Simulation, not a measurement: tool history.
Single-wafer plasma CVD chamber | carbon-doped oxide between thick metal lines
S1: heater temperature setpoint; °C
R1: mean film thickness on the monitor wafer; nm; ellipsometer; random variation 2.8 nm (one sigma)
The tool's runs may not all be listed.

run 1 hour=0 | S1=330 chamber_pressure_(mTorr)=4880 RF_power_(kW)=0.385 deposition_time_(s)=117 | R1=548.96
run 2 hour=3.9 | S1=330 chamber_pressure_(mTorr)=4880 RF_power_(kW)=0.43 deposition_time_(s)=117 | R1=593.04
run 3 hour=7 | S1=330 chamber_pressure_(mTorr)=4460 RF_power_(kW)=0.43 deposition_time_(s)=117 | R1=588.78
run 4 hour=11.8 | S1=330 chamber_pressure_(mTorr)=4850 RF_power_(kW)=0.43 deposition_time_(s)=117 | R1=596.87
run 5 hour=19 | S1=329 chamber_pressure_(mTorr)=4900 RF_power_(kW)=0.43 deposition_time_(s)=117 | R1=604.86
run 6 hour=22.7 | S1=329 chamber_pressure_(mTorr)=4900 RF_power_(kW)=0.43 deposition_time_(s)=117 | R1=603.63
run 7 hour=27.8 | S1=328 chamber_pressure_(mTorr)=4920 RF_power_(kW)=0.43 deposition_time_(s)=117 | R1=606.89
run 8 hour=29 | S1=327 chamber_pressure_(mTorr)=4930 RF_power_(kW)=0.43 deposition_time_(s)=117 | R1=605.03
run 9 hour=34.3 | S1=326 chamber_pressure_(mTorr)=4970 RF_power_(kW)=0.43 deposition_time_(s)=117 | R1=607.59

Forecast run 10:
run 10 hour=42.2 | S1=325 chamber_pressure_(mTorr)=5010 RF_power_(kW)=0.43 deposition_time_(s)=117 | R1=?

R1: 611.13 nm

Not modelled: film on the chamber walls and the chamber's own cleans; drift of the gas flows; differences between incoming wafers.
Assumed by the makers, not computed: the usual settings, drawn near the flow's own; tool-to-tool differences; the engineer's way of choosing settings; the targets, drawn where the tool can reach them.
